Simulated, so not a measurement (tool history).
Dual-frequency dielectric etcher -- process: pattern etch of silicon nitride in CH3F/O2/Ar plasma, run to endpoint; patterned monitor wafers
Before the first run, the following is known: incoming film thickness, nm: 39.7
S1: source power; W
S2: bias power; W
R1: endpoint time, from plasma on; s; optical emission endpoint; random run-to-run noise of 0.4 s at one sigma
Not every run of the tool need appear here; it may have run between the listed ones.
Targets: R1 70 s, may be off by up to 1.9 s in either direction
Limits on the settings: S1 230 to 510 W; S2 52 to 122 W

run 1 hour=0 | S1=370 S2=87 | R1=58.941
run 2 hour=0.8 | S1=350 S2=84 | R1=60.496
run 3 hour=2.3 | S1=330 S2=81 | R1=62.775
run 4 hour=5.7 | S1=370 S2=81 | R1=60.921
run 5 hour=6.9 | S1=350 S2=78 | R1=62.33
run 6 hour=12.6 | S1=330 S2=76 | R1=64.583
run 7 hour=14.2 | S1=320 S2=75 | R1=65.515
run 8 hour=15.1 | S1=310 S2=74 | R1=66.751
run 9 hour=19.5 | S1=300 S2=73 | R1=67.936

Exactly one of the 5 candidate moves below puts every result within its allowed miss. Which one?
run A hour=23.9 | S1=340 S2=74 | R1=?
run B hour=23.9 | S1=380 S2=72 | R1=?
run C hour=23.9 | S1=340 S2=60 | R1=?
run D hour=23.9 | S1=330 S2=77 | R1=?
run E hour=23.9 | S1=300 S2=78 | R1=?

move=A R1=64.642
move=B R1=62.755
move=C R1=69.695
move=D R1=64.381
move=E R1=66.249
A: the biggest miss grows against the last run
B: the biggest miss grows against the last run
C: all results land within tolerance of their targets
D: the biggest miss grows against the last run
E: the biggest miss grows against the last run
C is the move that brings every result within its allowed miss.
